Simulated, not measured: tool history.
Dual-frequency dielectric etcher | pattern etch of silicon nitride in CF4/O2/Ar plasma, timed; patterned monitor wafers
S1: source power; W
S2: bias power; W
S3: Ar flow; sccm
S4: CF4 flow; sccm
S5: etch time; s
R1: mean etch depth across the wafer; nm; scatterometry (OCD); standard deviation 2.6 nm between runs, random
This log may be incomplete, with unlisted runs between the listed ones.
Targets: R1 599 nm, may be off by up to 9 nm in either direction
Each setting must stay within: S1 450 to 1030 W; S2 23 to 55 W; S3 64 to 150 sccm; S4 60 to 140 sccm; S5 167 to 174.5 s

run    day    S1  S2   S3   S4   S5      R1
  1      0   740  39  107  100  167  462.38
  2  0.071   740  39   98  100  167  470.24
  3  0.279   780  39   98  100  167  481.58
  4  0.458   830  39   98  100  167  499.84
  5  0.588   830  39   98   89  167  491.34
  6  0.788   830  39   98   96  167   492.9
  7  1.038   830  39   98   96  167  495.57
  8  1.379   870  40   97   96  167   514.3
  9  1.512   900  41   96   96  167  531.05
 10  1.671   920  42   96   96  167  542.88
 11   1.75   940  42   96   96  167  551.87
 12  2.088   960  42   96   96  167  560.82
 13  2.217   960  42   96   96  167  557.44
 14  2.579   970  43   96   96  167  573.14
 15  2.642   980  43   96   96  167  575.15
 16  2.871  1020  43   96   96  167  585.61

Pick the move, out of 5, that brings all results within their allowed miss; only one does.
  A  3.1  1030  41  105  102    167   ?
  B  3.1  1000  40  107   99  172.5   ?
  C  3.1  1030  41  101  137    167   ?
  D  3.1   980  42  108   90    172   ?
  E  3.1  1010  41   96   92  168.5   ?

move      R1
   A  573.43
   B  571.73
   C  597.79
   D  568.35
   E  569.36
A: further off than the last run
B: further off than the last run
C: every result lands within tolerance
D: further off than the last run
E: further off than the last run
Move C is the one to make.
